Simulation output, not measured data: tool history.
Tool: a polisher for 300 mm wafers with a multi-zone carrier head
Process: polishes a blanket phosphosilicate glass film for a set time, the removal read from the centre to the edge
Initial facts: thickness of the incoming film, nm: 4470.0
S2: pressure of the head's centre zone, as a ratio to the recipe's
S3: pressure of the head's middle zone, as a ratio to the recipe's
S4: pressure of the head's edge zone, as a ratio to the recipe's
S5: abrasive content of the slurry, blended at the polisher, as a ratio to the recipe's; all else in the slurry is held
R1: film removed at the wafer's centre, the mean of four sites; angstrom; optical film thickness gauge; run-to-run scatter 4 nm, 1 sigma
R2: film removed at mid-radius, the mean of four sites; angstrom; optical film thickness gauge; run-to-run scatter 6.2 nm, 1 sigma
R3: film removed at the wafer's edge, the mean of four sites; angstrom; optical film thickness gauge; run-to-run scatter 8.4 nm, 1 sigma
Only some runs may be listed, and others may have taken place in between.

run 1 hour=0 | flow_of_slurry_(ml/min)=250 S2=1 S3=1 S4=1 S5=1 polishing_time_(s)=56 | R1=4635.6 R2=4579.8 R3=4642.9
run 2 hour=3.2 | flow_of_slurry_(ml/min)=255 S2=1.02 S3=0.99 S4=1.04 S5=1.1 polishing_time_(s)=56 | R1=4838.3 R2=4586.3 R3=4978.3
run 3 hour=10.1 | flow_of_slurry_(ml/min)=255 S2=1.02 S3=1.04 S4=1.04 S5=1.1 polishing_time_(s)=56 | R1=4922 R2=4917.2 R3=4939.6
run 4 hour=18.7 | flow_of_slurry_(ml/min)=265 S2=1.05 S3=1.04 S4=1.07 S5=1.15 polishing_time_(s)=56 | R1=5218.6 R2=5091.7 R3=5131.8
run 5 hour=20 | flow_of_slurry_(ml/min)=275 S2=1.07 S3=1.03 S4=1.1 S5=1.2 polishing_time_(s)=56 | R1=5395.7 R2=5141.5 R3=5408.7
run 6 hour=28.9 | flow_of_slurry_(ml/min)=285 S2=1.09 S3=1.02 S4=1.12 S5=1.2 polishing_time_(s)=56 | R1=5488.7 R2=4969.3 R3=5568.5
run 7 hour=33.9 | flow_of_slurry_(ml/min)=295 S2=1.11 S3=1.03 S4=1.13 S5=1.2 polishing_time_(s)=56 | R1=5558.1 R2=5096.1 R3=5580.2

Estimate the outcome of run 8 from the log above:
run 8 hour=37.7 | flow_of_slurry_(ml/min)=300 S2=1.13 S3=1.03 S4=1.14 S5=1.2 polishing_time_(s)=56 | R1=? R2=? R3=?

R1: 5653.2 angstrom
R2: 5040.1 angstrom
R3: 5545.7 angstrom
